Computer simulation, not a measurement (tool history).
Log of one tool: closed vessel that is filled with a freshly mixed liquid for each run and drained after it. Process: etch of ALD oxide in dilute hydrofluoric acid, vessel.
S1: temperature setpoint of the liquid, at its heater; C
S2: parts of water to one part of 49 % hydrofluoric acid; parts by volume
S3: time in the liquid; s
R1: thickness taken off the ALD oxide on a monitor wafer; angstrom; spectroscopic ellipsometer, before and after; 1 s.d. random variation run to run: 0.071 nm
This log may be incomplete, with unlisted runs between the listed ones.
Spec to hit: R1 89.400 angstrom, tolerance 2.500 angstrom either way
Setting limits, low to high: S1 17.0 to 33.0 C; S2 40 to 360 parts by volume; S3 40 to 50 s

run  hour    S1   S2  S3       R1
  1   0.0  25.0  200  50   63.469
  2   3.8  27.0  195  50   69.573
  3   4.9  27.0  125  50  118.780
  4  10.0  25.0  125  50  109.390
  5  12.2  25.0   55  50  273.420
  6  18.4  25.0   55  40  219.370
  7  21.6  24.0   75  40  149.660
  8  23.5  22.5   75  40  142.760
  9  24.4  21.0   75  40  134.210

Which one of the following 5 next-run settings gets every result inside its allowed miss? There is exactly one.
  A  25.3  18.5  110  45   ?
  B  25.3  18.5  125  40   ?
  C  25.3  20.0   60  50   ?
  D  25.3  23.0  150  40   ?
  E  25.3  22.0  100  45   ?

move       R1
   A   88.720
   B   68.314
   C  203.520
   D   66.288
   E  113.850
A: meets every target
B: takes the result that was furthest off past its target
C: further off than the last run
D: takes the result that was furthest off past its target
E: nearer the targets than the last run, but a result is still out of spec
Answer: A
